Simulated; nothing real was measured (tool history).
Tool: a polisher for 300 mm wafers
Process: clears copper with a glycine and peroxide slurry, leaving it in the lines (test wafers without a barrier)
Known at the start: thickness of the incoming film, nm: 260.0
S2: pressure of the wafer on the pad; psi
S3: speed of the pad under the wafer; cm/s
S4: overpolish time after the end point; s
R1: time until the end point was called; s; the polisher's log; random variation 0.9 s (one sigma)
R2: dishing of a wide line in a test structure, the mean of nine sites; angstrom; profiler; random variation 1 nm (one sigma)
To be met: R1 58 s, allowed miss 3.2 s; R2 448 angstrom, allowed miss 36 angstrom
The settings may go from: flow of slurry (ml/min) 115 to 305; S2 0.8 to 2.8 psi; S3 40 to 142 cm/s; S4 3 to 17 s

{"run": 1, "hour": 0.0, "flow of slurry (ml/min)": 195, "S2": 1.8, "S3": 90, "S4": 9, "R1": 94.173, "R2": 189.35}
{"run": 2, "hour": 2.7, "flow of slurry (ml/min)": 245, "S2": 1.8, "S3": 90, "S4": 9, "R1": 94.279, "R2": 183.13}
{"run": 3, "hour": 6.1, "flow of slurry (ml/min)": 245, "S2": 1.8, "S3": 90, "S4": 6, "R1": 92.41, "R2": 123.87}
{"run": 4, "hour": 6.9, "flow of slurry (ml/min)": 245, "S2": 1.9, "S3": 98, "S4": 7, "R1": 83.244, "R2": 167.61}
{"hour": 9.8, "done": "worn pad replaced by a new one"}
{"run": 5, "hour": 9.8, "flow of slurry (ml/min)": 245, "S2": 1.7, "S3": 98, "S4": 7, "R1": 80.548, "R2": 166.9}
{"run": 6, "hour": 14.5, "flow of slurry (ml/min)": 245, "S2": 1.7, "S3": 110, "S4": 7, "R1": 75.198, "R2": 177.93}
{"run": 7, "hour": 19.3, "flow of slurry (ml/min)": 245, "S2": 1.8, "S3": 114, "S4": 8, "R1": 72.093, "R2": 223.65}
{"run": 8, "hour": 23.2, "flow of slurry (ml/min)": 245, "S2": 1.9, "S3": 118, "S4": 9, "R1": 66.255, "R2": 260.24}
{"run": 9, "hour": 29.0, "flow of slurry (ml/min)": 245, "S2": 2, "S3": 120, "S4": 10, "R1": 62.389, "R2": 289.37}
{"run": 10, "hour": 36.3, "flow of slurry (ml/min)": 245, "S2": 2, "S3": 120, "S4": 10, "R1": 61.287, "R2": 306.15}
{"run": 11, "hour": 41.0, "flow of slurry (ml/min)": 245, "S2": 2, "S3": 120, "S4": 11, "R1": 63.241, "R2": 312.91}
{"run": 12, "hour": 44.4, "flow of slurry (ml/min)": 245, "S2": 2, "S3": 120, "S4": 12, "R1": 64.595, "R2": 346.69}
{"run": 13, "hour": 51.1, "flow of slurry (ml/min)": 245, "S2": 2.3, "S3": 122, "S4": 14, "R1": 54.946, "R2": 458.44}

Which of these 4 next moves meets every target?
{"run": "A", "hour": 57.8, "flow of slurry (ml/min)": 230, "S2": 2.3, "S3": 118, "S4": 15, "R1": "?", "R2": "?"}
{"run": "B", "hour": 57.8, "flow of slurry (ml/min)": 255, "S2": 2.3, "S3": 134, "S4": 14, "R1": "?", "R2": "?"}
{"run": "C", "hour": 57.8, "flow of slurry (ml/min)": 215, "S2": 2.2, "S3": 140, "S4": 13, "R1": "?", "R2": "?"}
{"run": "D", "hour": 57.8, "flow of slurry (ml/min)": 290, "S2": 2.4, "S3": 122, "S4": 12, "R1": "?", "R2": "?"}

move=A R1=56.285 R2=458.17
move=B R1=50.202 R2=474.07
move=C R1=50.979 R2=439.04
move=D R1=51.854 R2=406.96
A: meets every target
B: further off than the last run
C: further off than the last run
D: further off than the last run
The right move is A.

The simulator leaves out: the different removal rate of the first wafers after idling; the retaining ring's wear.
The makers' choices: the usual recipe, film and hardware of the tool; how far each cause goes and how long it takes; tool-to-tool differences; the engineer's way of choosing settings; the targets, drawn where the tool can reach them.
